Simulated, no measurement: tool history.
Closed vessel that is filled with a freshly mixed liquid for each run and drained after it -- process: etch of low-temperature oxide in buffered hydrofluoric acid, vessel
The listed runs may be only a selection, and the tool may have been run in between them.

run	hour	temperature setpoint of the liquid (K)	parts of 40 % ammonium fluoride to one part of 49 % hydrofluoric acid (parts by volume)	time in the liquid (s)	thickness taken off the low-temperature oxide on a monitor wafer (Å)
1	0.0	294.15	9.5	100	2947.2
2	6.5	294.15	12.5	100	2298.4
3	10.9	294.15	12.5	100	2308.0
4	15.7	293.65	12.5	100	2195.5
5	24.6	295.65	12.5	100	2491.1
6	27.3	295.65	12.5	105	2615.3
7	35.4	294.65	12.5	105	2493.2
8	36.6	294.15	12.5	105	2423.9
9	44.5	293.65	12.5	105	2300.2
10	51.3	293.65	12.5	105	2338.7
11	53.8	293.15	12.5	105	2277.1
12	55.8	292.65	12.5	105	2202.0

The next listed run, before its measurement:
13	64.0	292.65	12.5	105	?

{"run 13": {"thickness taken off the low-temperature oxide on a monitor wafer (Å)": 2251.7}}
